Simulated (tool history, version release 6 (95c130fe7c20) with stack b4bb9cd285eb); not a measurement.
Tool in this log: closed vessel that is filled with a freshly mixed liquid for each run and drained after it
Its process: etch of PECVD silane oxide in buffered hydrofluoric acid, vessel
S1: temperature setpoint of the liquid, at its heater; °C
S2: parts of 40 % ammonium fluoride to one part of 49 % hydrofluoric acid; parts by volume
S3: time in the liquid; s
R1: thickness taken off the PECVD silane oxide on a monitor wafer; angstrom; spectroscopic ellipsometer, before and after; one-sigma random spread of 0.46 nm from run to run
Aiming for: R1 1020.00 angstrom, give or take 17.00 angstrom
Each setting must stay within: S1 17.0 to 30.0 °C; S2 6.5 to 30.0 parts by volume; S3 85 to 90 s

run 1 hour=0.0 | S1=22.0 S2=18.5 S3=85 | R1=849.03
run 2 hour=9.1 | S1=22.0 S2=18.5 S3=90 | R1=891.64
run 3 hour=14.6 | S1=22.0 S2=18.5 S3=85 | R1=840.64
run 4 hour=21.7 | S1=22.5 S2=18.5 S3=85 | R1=872.68
run 5 hour=23.5 | S1=25.0 S2=18.5 S3=85 | R1=999.96
run 6 hour=32.6 | S1=25.0 S2=23.5 S3=85 | R1=825.75
run 7 hour=37.4 | S1=25.5 S2=23.5 S3=85 | R1=846.37
run 8 hour=39.0 | S1=25.5 S2=23.5 S3=85 | R1=850.92
run 9 hour=41.8 | S1=26.0 S2=23.5 S3=85 | R1=876.43
run 10 hour=47.1 | S1=26.5 S2=23.5 S3=85 | R1=906.70
run 11 hour=55.2 | S1=27.0 S2=23.5 S3=85 | R1=931.70
run 12 hour=56.9 | S1=27.5 S2=23.5 S3=85 | R1=946.04
run 13 hour=57.8 | S1=28.0 S2=23.5 S3=85 | R1=969.84

5 candidate next runs follow, results not yet known. Just one meets every target within its allowed miss. Identify it.
run A hour=58.7 | S1=28.0 S2=25.0 S3=90 | R1=?
run B hour=58.7 | S1=26.5 S2=21.0 S3=90 | R1=?
run C hour=58.7 | S1=28.5 S2=26.5 S3=90 | R1=?
run D hour=58.7 | S1=29.0 S2=24.5 S3=90 | R1=?
run E hour=58.7 | S1=27.0 S2=21.0 S3=85 | R1=?

move=A R1=991.49
move=B R1=1030.90
move=C R1=978.59
move=D R1=1060.50
move=E R1=1000.20
A: nearer the targets than the last run, but a result is still out of spec
B: all results in spec
C: nearer the targets than the last run, but a result is still out of spec
D: takes the biggest miss from the last run beyond its target
E: nearer the targets than the last run, but a result is still out of spec
Answer: B
